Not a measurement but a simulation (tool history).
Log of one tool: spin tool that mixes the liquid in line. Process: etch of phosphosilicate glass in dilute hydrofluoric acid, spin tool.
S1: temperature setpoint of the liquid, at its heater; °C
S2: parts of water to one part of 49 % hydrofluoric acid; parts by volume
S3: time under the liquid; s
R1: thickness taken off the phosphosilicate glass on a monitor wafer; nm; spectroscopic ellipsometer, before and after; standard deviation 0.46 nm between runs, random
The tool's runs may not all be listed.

| run | day | S1 | S2 | S3 | R1 |
|---|---|---|---|---|---|
| 1 | 0 | 23 | 80 | 120 | 97.069 |
| 2 | 0.192 | 20.5 | 80 | 120 | 89.102 |
| 3 | 0.242 | 20.5 | 60 | 120 | 119.4 |
| 4 | 0.317 | 20.5 | 60 | 130 | 129.18 |
| 5 | 0.671 | 20.5 | 60 | 130 | 128.63 |
| 6 | 0.862 | 20 | 75 | 130 | 100.71 |

Estimate the outcome of run 7 from the log above:
| 7 | 0.95 | 19.5 | 85 | 130 | ? |

R1: 85.426 nm
